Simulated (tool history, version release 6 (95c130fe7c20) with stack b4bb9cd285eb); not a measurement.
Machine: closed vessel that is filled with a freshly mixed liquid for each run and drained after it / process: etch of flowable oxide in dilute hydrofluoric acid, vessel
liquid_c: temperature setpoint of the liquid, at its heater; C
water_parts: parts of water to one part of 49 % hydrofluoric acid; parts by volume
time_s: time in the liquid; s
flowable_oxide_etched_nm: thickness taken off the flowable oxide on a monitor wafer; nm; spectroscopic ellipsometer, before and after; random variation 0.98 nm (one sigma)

run	hour	liquid_c	water_parts	time_s	flowable_oxide_etched_nm
1	0.0	23.0	255	340	49.938
2	2.7	25.5	185	340	80.967
3	11.4	28.5	185	340	90.270
4	14.7	27.0	185	340	86.625
5	17.9	28.5	145	340	122.250
6	22.6	28.5	145	340	121.630
7	29.2	29.5	125	340	149.990
8	32.8	30.0	115	340	169.400

Forecast run 9:
9	36.5	30.5	115	340	?

For run 9 the tool returned flowable_oxide_etched_nm 172.260 nm.

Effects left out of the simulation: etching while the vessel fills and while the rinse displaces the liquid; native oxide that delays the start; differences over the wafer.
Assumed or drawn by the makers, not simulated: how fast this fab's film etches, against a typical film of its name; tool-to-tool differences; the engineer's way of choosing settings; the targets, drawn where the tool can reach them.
